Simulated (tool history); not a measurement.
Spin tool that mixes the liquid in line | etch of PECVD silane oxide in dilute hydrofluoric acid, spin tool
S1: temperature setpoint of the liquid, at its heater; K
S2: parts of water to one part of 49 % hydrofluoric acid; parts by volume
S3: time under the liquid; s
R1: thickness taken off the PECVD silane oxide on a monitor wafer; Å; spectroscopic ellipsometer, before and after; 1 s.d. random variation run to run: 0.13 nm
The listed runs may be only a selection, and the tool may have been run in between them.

{"run": 1, "hour": 0.0, "S1": 297.15, "S2": 145, "S3": 155, "R1": 155.97}
{"run": 2, "hour": 1.8, "S1": 298.65, "S2": 135, "S3": 155, "R1": 180.4}
{"run": 3, "hour": 5.4, "S1": 300.15, "S2": 130, "S3": 155, "R1": 200.96}
{"run": 4, "hour": 12.8, "S1": 301.15, "S2": 125, "S3": 155, "R1": 218.29}
{"run": 5, "hour": 19.6, "S1": 302.15, "S2": 120, "S3": 155, "R1": 237.89}
{"run": 6, "hour": 28.0, "S1": 302.15, "S2": 120, "S3": 170, "R1": 258.9}
{"run": 7, "hour": 31.8, "S1": 302.65, "S2": 120, "S3": 170, "R1": 264.73}
{"run": 8, "hour": 36.6, "S1": 303.15, "S2": 120, "S3": 170, "R1": 270.54}
{"run": 9, "hour": 41.9, "S1": 303.65, "S2": 120, "S3": 170, "R1": 274.45}
{"run": 10, "hour": 46.8, "S1": 304.15, "S2": 120, "S3": 170, "R1": 278.51}
{"run": 11, "hour": 50.2, "S1": 304.65, "S2": 115, "S3": 170, "R1": 298.68}

Run 12, settings as shown, results not yet in. Your forecast:
{"run": 12, "hour": 54.2, "S1": 305.15, "S2": 115, "S3": 170, "R1": "?"}

{"run 12": {"R1": 302.93}}

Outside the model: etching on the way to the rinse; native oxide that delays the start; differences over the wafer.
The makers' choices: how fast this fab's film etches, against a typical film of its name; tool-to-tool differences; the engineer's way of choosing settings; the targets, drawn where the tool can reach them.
